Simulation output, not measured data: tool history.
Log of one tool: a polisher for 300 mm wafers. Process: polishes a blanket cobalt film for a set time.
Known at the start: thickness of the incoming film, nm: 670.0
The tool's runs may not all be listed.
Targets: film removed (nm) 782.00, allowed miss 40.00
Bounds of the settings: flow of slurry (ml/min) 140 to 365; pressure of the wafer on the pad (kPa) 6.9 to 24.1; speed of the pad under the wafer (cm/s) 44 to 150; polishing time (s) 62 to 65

run,hour,flow of slurry (ml/min),pressure of the wafer on the pad (kPa),speed of the pad under the wafer (cm/s),polishing time (s),film removed (nm)
1,0.0,235,15.2,96,62,387.67
2,8.5,235,17.9,96,62,458.05
3,11.5,235,17.9,74,62,358.17
4,16.1,235,17.9,74,62,359.16
5,20.4,235,16.5,74,62,335.69
6,24.0,235,16.5,74,65,349.12
7,32.1,235,17.9,78,65,389.21
8,33.7,235,18.6,84,65,441.06
9,35.1,235,19.3,88,65,472.72

Which of these 4 next moves meets every target?
A,36.5,245,22.1,104,65,?
B,36.5,220,22.8,140,65,?
C,36.5,245,22.1,112,65,?
D,36.5,255,21.4,128,65,?

move,film removed (nm)
A,645.96
B,880.69
C,694.27
D,769.48
A: nearer than the last run, and not there yet
B: takes the result that was furthest off past its target
C: nearer than the last run, and not there yet
D: meets every target
Move D is the one to make.

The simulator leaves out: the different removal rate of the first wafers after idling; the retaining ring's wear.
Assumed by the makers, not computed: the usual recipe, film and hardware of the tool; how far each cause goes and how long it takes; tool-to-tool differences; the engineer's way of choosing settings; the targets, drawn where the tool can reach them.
